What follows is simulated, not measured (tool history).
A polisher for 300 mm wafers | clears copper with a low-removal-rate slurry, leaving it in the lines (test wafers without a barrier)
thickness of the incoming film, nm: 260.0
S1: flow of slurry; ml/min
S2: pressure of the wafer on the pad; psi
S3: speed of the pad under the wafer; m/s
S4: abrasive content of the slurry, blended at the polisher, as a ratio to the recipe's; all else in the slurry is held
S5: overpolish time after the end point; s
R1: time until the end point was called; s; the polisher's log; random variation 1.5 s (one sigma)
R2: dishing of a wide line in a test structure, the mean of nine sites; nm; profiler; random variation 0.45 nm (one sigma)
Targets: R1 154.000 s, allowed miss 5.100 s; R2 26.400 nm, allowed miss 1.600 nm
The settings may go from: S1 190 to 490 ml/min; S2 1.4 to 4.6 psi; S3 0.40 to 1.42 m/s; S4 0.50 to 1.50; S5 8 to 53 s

run 1 hour=0.0 | S1=315 S2=3.0 S3=0.90 S4=1.00 S5=27 | R1=88.682 R2=45.164
run 2 hour=1.1 | S1=315 S2=3.0 S3=0.90 S4=1.00 S5=19 | R1=85.983 R2=34.850
run 3 hour=5.3 | S1=315 S2=3.0 S3=0.80 S4=1.00 S5=19 | R1=97.755 R2=33.520
run 4 hour=7.5 | S1=315 S2=3.0 S3=0.80 S4=1.00 S5=10 | R1=99.007 R2=19.543
run 5 hour=8.1 | S1=315 S2=2.9 S3=0.80 S4=1.00 S5=11 | R1=100.890 R2=20.629
run 6 hour=13.6 | S1=315 S2=2.9 S3=0.62 S4=1.00 S5=11 | R1=129.530 R2=16.291
run 7 hour=19.0 | S1=310 S2=2.8 S3=0.62 S4=1.00 S5=13 | R1=134.490 R2=18.432
-- hour=22.6 worn pad replaced by a new one
run 8 hour=22.6 | S1=310 S2=2.8 S3=0.62 S4=1.00 S5=14 | R1=123.550 R2=21.676
run 9 hour=26.5 | S1=310 S2=2.7 S3=0.62 S4=1.00 S5=14 | R1=124.840 R2=21.216
run 10 hour=35.3 | S1=310 S2=2.6 S3=0.60 S4=1.00 S5=15 | R1=135.840 R2=19.999
run 11 hour=42.8 | S1=310 S2=2.5 S3=0.60 S4=1.00 S5=16 | R1=140.880 R2=20.712
run 12 hour=48.4 | S1=310 S2=2.5 S3=0.60 S4=1.00 S5=17 | R1=143.110 R2=21.442

Which of these 5 next moves meets every target?
run A hour=54.0 | S1=310 S2=2.4 S3=0.60 S4=1.05 S5=22 | R1=? R2=?
run B hour=54.0 | S1=315 S2=2.7 S3=0.54 S4=1.10 S5=21 | R1=? R2=?
run C hour=54.0 | S1=385 S2=2.6 S3=0.56 S4=1.05 S5=18 | R1=? R2=?
run D hour=54.0 | S1=335 S2=2.3 S3=0.60 S4=0.95 S5=23 | R1=? R2=?
run E hour=54.0 | S1=280 S2=2.4 S3=0.64 S4=0.95 S5=18 | R1=? R2=?

move=A R1=144.100 R2=26.797
move=B R1=140.270 R2=26.517
move=C R1=140.130 R2=23.360
move=D R1=153.230 R2=26.384
move=E R1=140.410 R2=23.250
A: brings the result that was furthest off to its target, and leaves another outside
B: brings the result that was furthest off to its target, and leaves another outside
C: nearer than the last run, and not there yet
D: meets every target
E: nearer than the last run, and not there yet
The right move is D.

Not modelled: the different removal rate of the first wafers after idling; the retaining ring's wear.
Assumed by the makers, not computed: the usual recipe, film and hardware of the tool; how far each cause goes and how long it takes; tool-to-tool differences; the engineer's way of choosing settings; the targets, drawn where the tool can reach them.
